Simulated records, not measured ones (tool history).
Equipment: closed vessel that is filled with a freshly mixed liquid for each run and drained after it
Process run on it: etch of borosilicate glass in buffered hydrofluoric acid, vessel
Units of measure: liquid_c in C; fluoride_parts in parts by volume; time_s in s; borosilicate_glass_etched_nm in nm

run 1 hour=0 | liquid_c=21 fluoride_parts=21.5 time_s=105 | borosilicate_glass_etched_nm=59.429
run 2 hour=5.3 | liquid_c=22 fluoride_parts=21.5 time_s=105 | borosilicate_glass_etched_nm=62.585
run 3 hour=7.3 | liquid_c=22 fluoride_parts=26.5 time_s=105 | borosilicate_glass_etched_nm=54.487
run 4 hour=8.5 | liquid_c=24.5 fluoride_parts=26.5 time_s=105 | borosilicate_glass_etched_nm=62.174
run 5 hour=17.6 | liquid_c=25 fluoride_parts=25.5 time_s=105 | borosilicate_glass_etched_nm=64.982
run 6 hour=26.7 | liquid_c=25.5 fluoride_parts=24.5 time_s=105 | borosilicate_glass_etched_nm=69.554
run 7 hour=27.7 | liquid_c=26 fluoride_parts=24 time_s=105 | borosilicate_glass_etched_nm=72.11
run 8 hour=32.6 | liquid_c=26.5 fluoride_parts=23.5 time_s=105 | borosilicate_glass_etched_nm=74.97

Predict the results of run 9:
run 9 hour=39.8 | liquid_c=26.5 fluoride_parts=23.5 time_s=105 | borosilicate_glass_etched_nm=?

{"run 9": {"borosilicate_glass_etched_nm": 74.609}}
